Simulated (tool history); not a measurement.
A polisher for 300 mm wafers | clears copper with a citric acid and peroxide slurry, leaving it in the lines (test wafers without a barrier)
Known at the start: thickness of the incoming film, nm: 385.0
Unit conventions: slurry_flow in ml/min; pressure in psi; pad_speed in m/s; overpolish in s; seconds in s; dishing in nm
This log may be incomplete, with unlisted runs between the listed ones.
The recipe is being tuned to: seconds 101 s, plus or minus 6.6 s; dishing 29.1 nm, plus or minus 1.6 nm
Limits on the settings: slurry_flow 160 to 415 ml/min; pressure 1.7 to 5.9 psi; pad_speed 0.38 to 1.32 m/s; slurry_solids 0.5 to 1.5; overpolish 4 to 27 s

Run 1, hour 0: slurry_flow 265 ml/min, pressure 3.8 psi, pad_speed 0.84 m/s, slurry_solids 1, overpolish 14 s. Result: seconds 157.69 s, dishing 25.832 nm.
Run 2, hour 7.5: slurry_flow 265 ml/min, pressure 2.9 psi, pad_speed 0.84 m/s, slurry_solids 1, overpolish 14 s. Result: seconds 210.35 s, dishing 20.991 nm.
Run 3, hour 9.5: slurry_flow 265 ml/min, pressure 2.9 psi, pad_speed 0.84 m/s, slurry_solids 1, overpolish 19 s. Result: seconds 204.18 s, dishing 27.449 nm.
Run 4, hour 15.5: slurry_flow 265 ml/min, pressure 2.9 psi, pad_speed 0.68 m/s, slurry_solids 1, overpolish 19 s. Result: seconds 243.19 s, dishing 22.784 nm.
Run 5, hour 22.9: slurry_flow 265 ml/min, pressure 2.9 psi, pad_speed 0.68 m/s, slurry_solids 1, overpolish 22 s. Result: seconds 251.21 s, dishing 25.975 nm.
Run 6, hour 26.1: slurry_flow 270 ml/min, pressure 3.5 psi, pad_speed 0.68 m/s, slurry_solids 1, overpolish 19 s. Result: seconds 220.09 s, dishing 27.384 nm.
Run 7, hour 29.4: slurry_flow 265 ml/min, pressure 3.9 psi, pad_speed 0.72 m/s, slurry_solids 1, overpolish 16 s. Result: seconds 181.03 s, dishing 26.393 nm.
Run 8, hour 36.7: slurry_flow 265 ml/min, pressure 4.3 psi, pad_speed 0.74 m/s, slurry_solids 1, overpolish 14 s. Result: seconds 157.09 s, dishing 26.755 nm.
Run 9, hour 44.7: slurry_flow 265 ml/min, pressure 4.6 psi, pad_speed 0.74 m/s, slurry_solids 1, overpolish 13 s. Result: seconds 151.28 s, dishing 25.467 nm.
Run 10, hour 50.7: slurry_flow 265 ml/min, pressure 4.9 psi, pad_speed 0.76 m/s, slurry_solids 1, overpolish 12 s. Result: seconds 137.05 s, dishing 26.385 nm.
Run 11, hour 55: slurry_flow 265 ml/min, pressure 5.1 psi, pad_speed 0.78 m/s, slurry_solids 1, overpolish 11 s. Result: seconds 127.57 s, dishing 26.138 nm.
Run 12, hour 57.5: slurry_flow 265 ml/min, pressure 5.3 psi, pad_speed 0.78 m/s, slurry_solids 1, overpolish 11 s. Result: seconds 121.06 s, dishing 27.171 nm.
Run 13, hour 60.4: slurry_flow 265 ml/min, pressure 5.4 psi, pad_speed 0.78 m/s, slurry_solids 1, overpolish 11 s. Result: seconds 119.63 s, dishing 27.71 nm.
Run 14, hour 61.2: slurry_flow 265 ml/min, pressure 5.9 psi, pad_speed 0.82 m/s, slurry_solids 1, overpolish 9 s. Result: seconds 105.51 s, dishing 25.682 nm.

Consider the 5 candidate settings below. Which is the only one whose results all fall within their allowed miss of target?
Run A, hour 62: slurry_flow 265 ml/min, pressure 5.9 psi, pad_speed 0.86 m/s, slurry_solids 0.95, overpolish 10 s. Result: seconds ?, dishing ?.
Run B, hour 62: slurry_flow 270 ml/min, pressure 5.9 psi, pad_speed 0.98 m/s, slurry_solids 1.2, overpolish 7 s. Result: seconds ?, dishing ?.
Run C, hour 62: slurry_flow 230 ml/min, pressure 5.9 psi, pad_speed 0.78 m/s, slurry_solids 0.95, overpolish 10 s. Result: seconds ?, dishing ?.
Run D, hour 62: slurry_flow 285 ml/min, pressure 5.8 psi, pad_speed 0.84 m/s, slurry_solids 1.15, overpolish 7 s. Result: seconds ?, dishing ?.
Run E, hour 62: slurry_flow 325 ml/min, pressure 5.9 psi, pad_speed 0.96 m/s, slurry_solids 1.2, overpolish 7 s. Result: seconds ?, dishing ?.

move  seconds  dishing
   A   103.77    28.55
   B   86.923   24.439
   C   115.81   25.982
   D   103.19   20.994
   E   87.282   24.351
A: every result lands within tolerance
B: further off than the last run
C: further off than the last run
D: further off than the last run
E: further off than the last run
A meets every target.
